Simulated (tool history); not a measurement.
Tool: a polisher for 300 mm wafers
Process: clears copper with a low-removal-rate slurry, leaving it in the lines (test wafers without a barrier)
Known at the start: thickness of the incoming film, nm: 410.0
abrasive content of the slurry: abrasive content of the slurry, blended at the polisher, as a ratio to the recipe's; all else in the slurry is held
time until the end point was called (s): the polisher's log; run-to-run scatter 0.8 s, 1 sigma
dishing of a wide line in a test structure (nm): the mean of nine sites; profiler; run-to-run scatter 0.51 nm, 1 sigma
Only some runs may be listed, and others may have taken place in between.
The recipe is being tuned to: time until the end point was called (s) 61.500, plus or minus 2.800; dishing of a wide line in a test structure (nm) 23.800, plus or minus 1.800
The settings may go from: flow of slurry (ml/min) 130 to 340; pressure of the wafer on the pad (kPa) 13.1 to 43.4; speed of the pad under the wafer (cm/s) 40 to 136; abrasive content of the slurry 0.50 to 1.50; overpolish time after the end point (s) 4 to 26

run  hour  flow of slurry (ml/min)  pressure of the wafer on the pad (kPa)  speed of the pad under the wafer (cm/s)  abrasive content of the slurry  overpolish time after the end point (s)  time until the end point was called (s)  dishing of a wide line in a test structure (nm)
  1   0.0                      220                                    28.3                                       88                            1.00                                       13                                  106.010                                           29.735
  2   8.3                      220                                    34.5                                       88                            1.00                                       13                                   88.993                                           34.433
  3  14.3                      220                                    32.4                                       88                            1.00                                       13                                   93.467                                           34.313
  4  16.3                      220                                    32.4                                       88                            0.90                                       13                                   97.137                                           31.428
     22.3  -- slurry blender recalibrated
  5  22.3                      220                                    33.8                                       90                            0.85                                       12                                   87.647                                           33.677
  6  26.0                      225                                    35.2                                       90                            0.95                                       11                                   81.885                                           31.649
  7  26.6                      230                                    35.9                                       90                            0.95                                       10                                   79.796                                           29.817
  8  28.2                      235                                    36.5                                       90                            0.95                                        9                                   76.798                                           27.581
  9  31.8                      240                                    37.2                                       90                            0.95                                        8                                   75.986                                           25.372
 10  38.4                      240                                    37.9                                       90                            0.95                                        8                                   75.624                                           25.721
 11  46.1                      245                                    43.4                                       92                            0.95                                        4                                   64.396                                           15.894
 12  48.6                      250                                    42.7                                       94                            0.95                                        4                                   64.255                                           15.612

5 candidate next runs follow, results not yet known. Just one meets every target within its allowed miss. Identify it.
  A  51.1                      310                                    43.4                                      110                            0.80                                        7                                        ?                                                ?
  B  51.1                      315                                    42.1                                      106                            0.55                                        8                                        ?                                                ?
  C  51.1                      325                                    37.2                                      110                            0.95                                        7                                        ?                                                ?
  D  51.1                      285                                    37.2                                      108                            1.10                                        6                                        ?                                                ?
  E  51.1                      285                                    40.7                                      114                            1.05                                        7                                        ?                                                ?

move  time until the end point was called (s)  dishing of a wide line in a test structure (nm)
   A                                   54.996                                           29.796
   B                                   63.348                                           29.559
   C                                   61.472                                           26.793
   D                                   61.336                                           23.267
   E                                   53.889                                           30.308
A: moves the result that the last run missed by most past its target, out the other side
B: moves the result that the last run missed by most past its target, out the other side
C: moves the result that the last run missed by most past its target, out the other side
D: every result within its allowed miss
E: moves the result that the last run missed by most past its target, out the other side
The right move is D.
